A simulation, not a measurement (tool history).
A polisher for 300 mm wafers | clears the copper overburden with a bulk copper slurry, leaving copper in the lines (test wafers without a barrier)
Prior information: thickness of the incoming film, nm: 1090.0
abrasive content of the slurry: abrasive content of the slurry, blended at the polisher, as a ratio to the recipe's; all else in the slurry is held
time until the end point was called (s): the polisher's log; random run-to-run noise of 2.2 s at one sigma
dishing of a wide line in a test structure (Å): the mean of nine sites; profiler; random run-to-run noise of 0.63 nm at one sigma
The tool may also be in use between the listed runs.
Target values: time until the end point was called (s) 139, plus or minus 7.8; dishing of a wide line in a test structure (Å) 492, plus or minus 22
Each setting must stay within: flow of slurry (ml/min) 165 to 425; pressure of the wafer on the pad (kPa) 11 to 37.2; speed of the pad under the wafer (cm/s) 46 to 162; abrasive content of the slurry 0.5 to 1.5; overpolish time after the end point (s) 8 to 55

run  hour  flow of slurry (ml/min)  pressure of the wafer on the pad (kPa)  speed of the pad under the wafer (cm/s)  abrasive content of the slurry  overpolish time after the end point (s)  time until the end point was called (s)  dishing of a wide line in a test structure (Å)
  1     0                      275                                    24.1                                      104                               1                                       28                                   105.87                                          508.85
  2   8.9                      275                                    22.8                                      102                               1                                       29                                   114.21                                          511.15
  3  16.2                      275                                    21.4                                      102                               1                                       27                                   122.68                                           516.5
  4  23.2                      270                                    21.4                                       98                               1                                       30                                   129.42                                           505.9
  5  26.5                      270                                    16.5                                       98                               1                                       30                                   163.31                                          488.99
  6  29.7                      270                                    16.5                                       98                               1                                       25                                   165.23                                          469.19
  7  30.8                      270                                    17.2                                       98                               1                                       26                                    158.6                                          478.37
  8  37.7                      270                                    17.9                                       98                               1                                       26                                   150.52                                          488.45

Exercise: of the 5 proposed moves below, exactly one satisfies all targets within the stated allowed misses. Which move is it?
  A  44.6                      285                                    17.9                                      112                             0.6                                       17                                        ?                                               ?
  B  44.6                      340                                    18.6                                      102                            0.95                                       23                                        ?                                               ?
  C  44.6                      365                                    15.9                                      106                            0.75                                       52                                        ?                                               ?
  D  44.6                      240                                      20                                       82                            1.05                                       32                                        ?                                               ?
  E  44.6                      315                                    15.2                                      100                            1.05                                       33                                        ?                                               ?

move  time until the end point was called (s)  dishing of a wide line in a test structure (Å)
   A                                   159.49                                          447.81
   B                                   142.44                                          488.06
   C                                   170.55                                          490.59
   D                                   167.36                                          502.04
   E                                   173.17                                          478.87
A: misses by more than the last run did
B: every result within its allowed miss
C: misses by more than the last run did
D: misses by more than the last run did
E: misses by more than the last run did
Move B is the one to make.
